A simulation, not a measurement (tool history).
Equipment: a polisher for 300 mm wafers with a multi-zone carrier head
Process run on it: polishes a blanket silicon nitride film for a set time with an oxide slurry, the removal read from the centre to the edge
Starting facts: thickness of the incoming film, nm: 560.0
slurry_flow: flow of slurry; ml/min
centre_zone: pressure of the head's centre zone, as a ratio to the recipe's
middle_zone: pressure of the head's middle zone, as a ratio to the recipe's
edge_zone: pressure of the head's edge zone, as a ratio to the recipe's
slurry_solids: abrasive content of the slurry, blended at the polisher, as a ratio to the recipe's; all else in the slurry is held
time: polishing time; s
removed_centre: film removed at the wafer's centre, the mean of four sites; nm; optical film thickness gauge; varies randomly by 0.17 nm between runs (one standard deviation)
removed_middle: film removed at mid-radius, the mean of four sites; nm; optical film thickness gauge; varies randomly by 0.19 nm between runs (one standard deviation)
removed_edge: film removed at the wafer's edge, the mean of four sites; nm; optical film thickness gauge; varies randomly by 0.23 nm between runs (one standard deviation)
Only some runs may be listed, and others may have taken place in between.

{"run": 1, "hour": 0.0, "slurry_flow": 185, "centre_zone": 1, "middle_zone": 1, "edge_zone": 1, "slurry_solids": 1, "time": 37, "removed_centre": 17.146, "removed_middle": 17.01, "removed_edge": 17.088}
{"run": 2, "hour": 4.1, "slurry_flow": 185, "centre_zone": 1, "middle_zone": 1, "edge_zone": 1.08, "slurry_solids": 1, "time": 37, "removed_centre": 17.158, "removed_middle": 16.836, "removed_edge": 18.111}
{"run": 3, "hour": 6.8, "slurry_flow": 185, "centre_zone": 1, "middle_zone": 1, "edge_zone": 1.02, "slurry_solids": 1, "time": 37, "removed_centre": 17.45, "removed_middle": 16.906, "removed_edge": 17.67}
{"run": 4, "hour": 11.6, "slurry_flow": 205, "centre_zone": 1.04, "middle_zone": 1.05, "edge_zone": 1.04, "slurry_solids": 1.05, "time": 37, "removed_centre": 18.521, "removed_middle": 18.415, "removed_edge": 17.734}
{"run": 5, "hour": 16.5, "slurry_flow": 210, "centre_zone": 1.06, "middle_zone": 1.06, "edge_zone": 1.07, "slurry_solids": 1.1, "time": 37, "removed_centre": 19.574, "removed_middle": 18.628, "removed_edge": 18.983}
{"run": 6, "hour": 17.2, "slurry_flow": 170, "centre_zone": 1.06, "middle_zone": 1.06, "edge_zone": 1.07, "slurry_solids": 1.1, "time": 37, "removed_centre": 18.659, "removed_middle": 18.051, "removed_edge": 18.185}
{"run": 7, "hour": 17.8, "slurry_flow": 195, "centre_zone": 1.08, "middle_zone": 1.09, "edge_zone": 1.08, "slurry_solids": 1.15, "time": 37, "removed_centre": 20.04, "removed_middle": 19.637, "removed_edge": 19.145}
{"run": 8, "hour": 19.5, "slurry_flow": 215, "centre_zone": 1.09, "middle_zone": 1.1, "edge_zone": 1.09, "slurry_solids": 1.15, "time": 37, "removed_centre": 20.402, "removed_middle": 19.496, "removed_edge": 19.35}
{"run": 9, "hour": 22.5, "slurry_flow": 225, "centre_zone": 1.1, "middle_zone": 1.12, "edge_zone": 1.09, "slurry_solids": 1.2, "time": 37, "removed_centre": 20.944, "removed_middle": 20.529, "removed_edge": 19.576}
{"run": 10, "hour": 28.5, "slurry_flow": 230, "centre_zone": 1.11, "middle_zone": 1.13, "edge_zone": 1.1, "slurry_solids": 1.2, "time": 37, "removed_centre": 21.542, "removed_middle": 20.777, "removed_edge": 19.823}
{"run": 11, "hour": 32.3, "slurry_flow": 240, "centre_zone": 1.12, "middle_zone": 1.14, "edge_zone": 1.11, "slurry_solids": 1.2, "time": 37, "removed_centre": 21.441, "removed_middle": 21.128, "removed_edge": 19.673}
{"run": 12, "hour": 38.8, "slurry_flow": 245, "centre_zone": 1.13, "middle_zone": 1.15, "edge_zone": 1.12, "slurry_solids": 1.2, "time": 37, "removed_centre": 21.735, "removed_middle": 20.969, "removed_edge": 20.166}
{"run": 13, "hour": 41.9, "slurry_flow": 250, "centre_zone": 1.14, "middle_zone": 1.16, "edge_zone": 1.12, "slurry_solids": 1.2, "time": 37, "removed_centre": 22.075, "removed_middle": 21.237, "removed_edge": 20.258}

Estimate the outcome of run 14 from the log above:
{"run": 14, "hour": 50.6, "slurry_flow": 255, "centre_zone": 1.15, "middle_zone": 1.17, "edge_zone": 1.12, "slurry_solids": 1.2, "time": 37, "removed_centre": "?", "removed_middle": "?", "removed_edge": "?"}

removed_centre: 22.445 nm
removed_middle: 21.765 nm
removed_edge: 20.263 nm
